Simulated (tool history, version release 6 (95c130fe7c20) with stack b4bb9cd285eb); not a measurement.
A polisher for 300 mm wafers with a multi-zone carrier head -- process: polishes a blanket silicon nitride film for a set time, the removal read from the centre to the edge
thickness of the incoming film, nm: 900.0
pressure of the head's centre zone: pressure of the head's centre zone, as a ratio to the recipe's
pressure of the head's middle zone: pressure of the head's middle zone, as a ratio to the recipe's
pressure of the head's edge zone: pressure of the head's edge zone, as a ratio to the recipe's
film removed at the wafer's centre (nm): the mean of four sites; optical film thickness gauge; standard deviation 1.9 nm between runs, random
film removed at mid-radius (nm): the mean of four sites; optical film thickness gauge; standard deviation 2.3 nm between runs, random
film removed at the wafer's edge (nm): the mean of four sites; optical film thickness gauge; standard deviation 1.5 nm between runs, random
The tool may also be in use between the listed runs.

run	hour	flow of slurry (ml/min)	pressure of the head's centre zone	pressure of the head's middle zone	pressure of the head's edge zone	polishing time (s)	film removed at the wafer's centre (nm)	film removed at mid-radius (nm)	film removed at the wafer's edge (nm)
1	0.0	175	1.00	1.00	1.00	78	114.33	117.64	120.14
2	5.4	175	1.00	1.00	1.08	78	115.24	115.13	120.72
3	8.6	180	0.95	1.00	1.09	86	122.04	129.44	135.79
4	10.7	180	0.95	1.00	1.17	86	120.24	130.67	139.73
5	17.4	185	0.93	1.00	1.18	90	124.48	134.49	146.14
# hour 24.6: slurry nozzle cleaned
6	24.6	185	1.00	1.00	1.18	90	140.49	140.88	148.73
7	28.6	190	0.96	1.01	1.18	94	141.19	147.74	155.56

The next listed run, before its measurement:
8	36.3	190	0.93	1.02	1.18	97	?	?	?

{"run 8": {"film removed at the wafer's centre (nm)": 141.64, "film removed at mid-radius (nm)": 156.62, "film removed at the wafer's edge (nm)": 161.11}}
